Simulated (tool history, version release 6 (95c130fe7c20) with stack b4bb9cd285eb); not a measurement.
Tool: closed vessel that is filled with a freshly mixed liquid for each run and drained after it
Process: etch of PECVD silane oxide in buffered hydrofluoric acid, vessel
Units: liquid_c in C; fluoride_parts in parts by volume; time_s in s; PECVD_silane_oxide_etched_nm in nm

run 1 hour=0.0 | liquid_c=25.0 fluoride_parts=23.0 time_s=105 | PECVD_silane_oxide_etched_nm=192.64
run 2 hour=1.0 | liquid_c=25.0 fluoride_parts=27.5 time_s=105 | PECVD_silane_oxide_etched_nm=168.83
run 3 hour=9.4 | liquid_c=25.0 fluoride_parts=27.5 time_s=110 | PECVD_silane_oxide_etched_nm=179.10
run 4 hour=15.5 | liquid_c=22.5 fluoride_parts=27.5 time_s=110 | PECVD_silane_oxide_etched_nm=156.00
run 5 hour=17.3 | liquid_c=22.5 fluoride_parts=27.5 time_s=110 | PECVD_silane_oxide_etched_nm=155.76
run 6 hour=18.7 | liquid_c=24.5 fluoride_parts=27.5 time_s=110 | PECVD_silane_oxide_etched_nm=174.06
run 7 hour=19.3 | liquid_c=26.0 fluoride_parts=27.5 time_s=110 | PECVD_silane_oxide_etched_nm=189.14
run 8 hour=22.3 | liquid_c=27.0 fluoride_parts=27.5 time_s=110 | PECVD_silane_oxide_etched_nm=198.26
run 9 hour=24.0 | liquid_c=28.0 fluoride_parts=27.5 time_s=110 | PECVD_silane_oxide_etched_nm=210.41

Run 10 comes next. What will it give?
run 10 hour=29.7 | liquid_c=28.5 fluoride_parts=27.5 time_s=110 | PECVD_silane_oxide_etched_nm=?

PECVD_silane_oxide_etched_nm: 215.94 nm

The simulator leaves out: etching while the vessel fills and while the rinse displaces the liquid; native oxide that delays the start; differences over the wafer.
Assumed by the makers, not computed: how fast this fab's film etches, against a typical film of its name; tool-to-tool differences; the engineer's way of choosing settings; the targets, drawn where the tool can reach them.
